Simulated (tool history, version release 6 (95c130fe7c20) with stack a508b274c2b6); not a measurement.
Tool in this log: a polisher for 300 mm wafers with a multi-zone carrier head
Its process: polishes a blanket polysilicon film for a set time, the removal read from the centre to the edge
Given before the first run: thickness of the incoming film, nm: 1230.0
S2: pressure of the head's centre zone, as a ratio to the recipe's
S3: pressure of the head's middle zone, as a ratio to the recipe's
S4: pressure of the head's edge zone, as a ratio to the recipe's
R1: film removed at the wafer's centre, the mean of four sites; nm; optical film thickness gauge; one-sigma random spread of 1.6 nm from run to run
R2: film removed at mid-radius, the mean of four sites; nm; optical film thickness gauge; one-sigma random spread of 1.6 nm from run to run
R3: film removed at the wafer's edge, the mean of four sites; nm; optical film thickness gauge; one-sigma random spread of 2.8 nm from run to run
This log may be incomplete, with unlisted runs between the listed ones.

run 1 day=0 | flow_of_slurry_(ml/min)=260 S2=1 S3=1 S4=1 polishing_time_(s)=60 | R1=234.63 R2=233.68 R3=222.79
run 2 day=0.271 | flow_of_slurry_(ml/min)=260 S2=1 S3=0.96 S4=1 polishing_time_(s)=60 | R1=233.03 R2=225.48 R3=229.04
run 3 day=0.542 | flow_of_slurry_(ml/min)=235 S2=1 S3=0.96 S4=1 polishing_time_(s)=60 | R1=228.33 R2=221.97 R3=226
run 4 day=0.633 | flow_of_slurry_(ml/min)=235 S2=1 S3=0.96 S4=0.94 polishing_time_(s)=60 | R1=230.31 R2=221.62 R3=223.6
run 5 day=0.704 | flow_of_slurry_(ml/min)=235 S2=1.04 S3=0.96 S4=0.94 polishing_time_(s)=60 | R1=239.62 R2=221.14 R3=219.95
run 6 day=0.958 | flow_of_slurry_(ml/min)=235 S2=0.98 S3=0.96 S4=0.94 polishing_time_(s)=60 | R1=222.77 R2=221.55 R3=214.72

Predict the results of run 7:
run 7 day=1.142 | flow_of_slurry_(ml/min)=240 S2=1.01 S3=0.95 S4=0.9 polishing_time_(s)=58 | R1=? R2=? R3=?

R1: 223.4 nm
R2: 214.16 nm
R3: 208.77 nm
